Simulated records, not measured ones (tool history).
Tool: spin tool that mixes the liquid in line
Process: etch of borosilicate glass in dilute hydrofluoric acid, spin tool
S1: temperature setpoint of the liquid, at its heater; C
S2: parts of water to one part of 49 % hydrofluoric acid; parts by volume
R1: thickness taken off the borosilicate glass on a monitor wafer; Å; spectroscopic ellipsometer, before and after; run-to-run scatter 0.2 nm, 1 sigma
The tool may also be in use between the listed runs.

Run 1, hour 0: S1 23 C, S2 115 parts by volume, time under the liquid (s) 285. Result: R1 350.59 Å.
Run 2, hour 6.2: S1 23 C, S2 115 parts by volume, time under the liquid (s) 305. Result: R1 376.7 Å.
Run 3, hour 7.2: S1 23 C, S2 115 parts by volume, time under the liquid (s) 305. Result: R1 367.88 Å.
Run 4, hour 9.8: S1 20 C, S2 115 parts by volume, time under the liquid (s) 305. Result: R1 322.03 Å.
Run 5, hour 17: S1 18 C, S2 115 parts by volume, time under the liquid (s) 305. Result: R1 306.2 Å.
Run 6, hour 17.9: S1 17.5 C, S2 125 parts by volume, time under the liquid (s) 305. Result: R1 267.83 Å.

Predict the results of run 7:
Run 7, hour 25.1: S1 17.5 C, S2 130 parts by volume, time under the liquid (s) 305. Result: R1 ?.

R1: 254.22 Å
